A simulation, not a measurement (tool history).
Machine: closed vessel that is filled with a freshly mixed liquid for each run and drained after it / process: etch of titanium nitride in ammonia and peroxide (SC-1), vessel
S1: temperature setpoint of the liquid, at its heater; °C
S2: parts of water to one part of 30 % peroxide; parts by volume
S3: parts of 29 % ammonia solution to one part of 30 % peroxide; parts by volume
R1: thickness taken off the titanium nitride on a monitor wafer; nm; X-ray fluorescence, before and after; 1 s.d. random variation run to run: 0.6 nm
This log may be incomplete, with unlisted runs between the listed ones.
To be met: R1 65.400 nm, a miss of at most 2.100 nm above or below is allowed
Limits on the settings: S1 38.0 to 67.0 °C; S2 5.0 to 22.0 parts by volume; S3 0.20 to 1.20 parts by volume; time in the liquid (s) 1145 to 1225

run 1 day=0.000 | S1=51.0 S2=12.5 S3=0.85 time_in_the_liquid_(s)=1145 | R1=42.861
run 2 day=0.367 | S1=53.0 S2=12.5 S3=0.85 time_in_the_liquid_(s)=1145 | R1=48.354
run 3 day=0.646 | S1=54.5 S2=12.5 S3=0.85 time_in_the_liquid_(s)=1145 | R1=53.536
run 4 day=0.904 | S1=54.5 S2=12.5 S3=0.70 time_in_the_liquid_(s)=1145 | R1=51.860
run 5 day=0.988 | S1=54.5 S2=12.5 S3=0.85 time_in_the_liquid_(s)=1145 | R1=53.685
run 6 day=1.008 | S1=54.5 S2=15.0 S3=0.85 time_in_the_liquid_(s)=1145 | R1=49.362
run 7 day=1.288 | S1=56.0 S2=15.0 S3=0.85 time_in_the_liquid_(s)=1145 | R1=54.860
run 8 day=1.438 | S1=57.0 S2=15.0 S3=0.85 time_in_the_liquid_(s)=1145 | R1=59.080
run 9 day=1.700 | S1=57.5 S2=15.0 S3=0.85 time_in_the_liquid_(s)=1145 | R1=60.611
run 10 day=1.996 | S1=58.0 S2=15.0 S3=0.85 time_in_the_liquid_(s)=1145 | R1=61.454

Which single option among these 5 for the next run brings every result within its allowed miss of target? Just one does.
run A day=2.292 | S1=60.5 S2=16.0 S3=0.55 time_in_the_liquid_(s)=1150 | R1=?
run B day=2.292 | S1=54.5 S2=12.0 S3=1.10 time_in_the_liquid_(s)=1145 | R1=?
run C day=2.292 | S1=56.0 S2=16.0 S3=0.65 time_in_the_liquid_(s)=1225 | R1=?
run D day=2.292 | S1=56.0 S2=13.5 S3=0.70 time_in_the_liquid_(s)=1190 | R1=?
run E day=2.292 | S1=59.5 S2=18.0 S3=0.55 time_in_the_liquid_(s)=1225 | R1=?

move=A R1=64.871
move=B R1=56.750
move=C R1=52.849
move=D R1=56.994
move=E R1=60.659
A: meets every target
B: lands further from the targets than the last run did
C: lands further from the targets than the last run did
D: lands further from the targets than the last run did
E: lands further from the targets than the last run did
So the answer is move A, the one that meets all the targets.

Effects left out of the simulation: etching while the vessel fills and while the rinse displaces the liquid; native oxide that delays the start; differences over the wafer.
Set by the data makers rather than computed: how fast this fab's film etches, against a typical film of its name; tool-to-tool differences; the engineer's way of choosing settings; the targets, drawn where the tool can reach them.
